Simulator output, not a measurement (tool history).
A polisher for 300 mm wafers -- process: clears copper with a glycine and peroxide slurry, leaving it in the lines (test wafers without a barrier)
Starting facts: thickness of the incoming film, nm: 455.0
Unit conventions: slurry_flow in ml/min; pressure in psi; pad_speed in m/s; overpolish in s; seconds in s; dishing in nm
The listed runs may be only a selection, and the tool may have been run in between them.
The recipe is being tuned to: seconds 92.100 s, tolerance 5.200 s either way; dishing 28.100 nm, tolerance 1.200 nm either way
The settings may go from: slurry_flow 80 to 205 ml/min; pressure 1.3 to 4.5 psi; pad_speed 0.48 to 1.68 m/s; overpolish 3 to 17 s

run 1 day=0.000 | slurry_flow=135 pressure=2.9 pad_speed=1.08 overpolish=9 | seconds=72.078 dishing=37.608
run 2 day=0.058 | slurry_flow=135 pressure=2.9 pad_speed=1.08 overpolish=11 | seconds=74.213 dishing=44.485
run 3 day=0.167 | slurry_flow=135 pressure=3.3 pad_speed=1.08 overpolish=11 | seconds=65.073 dishing=49.700
run 4 day=0.371 | slurry_flow=135 pressure=3.3 pad_speed=1.08 overpolish=14 | seconds=66.269 dishing=61.103
run 5 day=0.621 | slurry_flow=140 pressure=2.9 pad_speed=1.06 overpolish=12 | seconds=77.991 dishing=48.304
run 6 day=0.879 | slurry_flow=130 pressure=2.7 pad_speed=1.04 overpolish=11 | seconds=83.570 dishing=40.700
run 7 day=0.958 | slurry_flow=130 pressure=2.6 pad_speed=1.04 overpolish=10 | seconds=84.627 dishing=36.649
run 8 day=0.992 | slurry_flow=130 pressure=2.5 pad_speed=1.04 overpolish=9 | seconds=89.353 dishing=32.276

Consider the 5 candidate settings below. Which is the only one whose results all fall within their allowed miss of target?
run A day=1.025 | slurry_flow=125 pressure=2.4 pad_speed=0.92 overpolish=8 | seconds=? dishing=?
run B day=1.025 | slurry_flow=100 pressure=2.1 pad_speed=1.24 overpolish=7 | seconds=? dishing=?
run C day=1.025 | slurry_flow=145 pressure=2.1 pad_speed=0.96 overpolish=8 | seconds=? dishing=?
run D day=1.025 | slurry_flow=145 pressure=2.2 pad_speed=1.10 overpolish=8 | seconds=? dishing=?
run E day=1.025 | slurry_flow=165 pressure=2.3 pad_speed=0.88 overpolish=9 | seconds=? dishing=?

move=A seconds=98.929 dishing=25.717
move=B seconds=91.123 dishing=24.382
move=C seconds=103.200 dishing=24.692
move=D seconds=89.371 dishing=28.075
move=E seconds=100.710 dishing=28.172
A: the result that was furthest off in the last run now lies on the other side of its target
B: the result that was furthest off in the last run now lies on the other side of its target
C: the result that was furthest off in the last run now lies on the other side of its target
D: all results in spec
E: the furthest-off result lands on target, but another misses its tolerance
D meets every target.

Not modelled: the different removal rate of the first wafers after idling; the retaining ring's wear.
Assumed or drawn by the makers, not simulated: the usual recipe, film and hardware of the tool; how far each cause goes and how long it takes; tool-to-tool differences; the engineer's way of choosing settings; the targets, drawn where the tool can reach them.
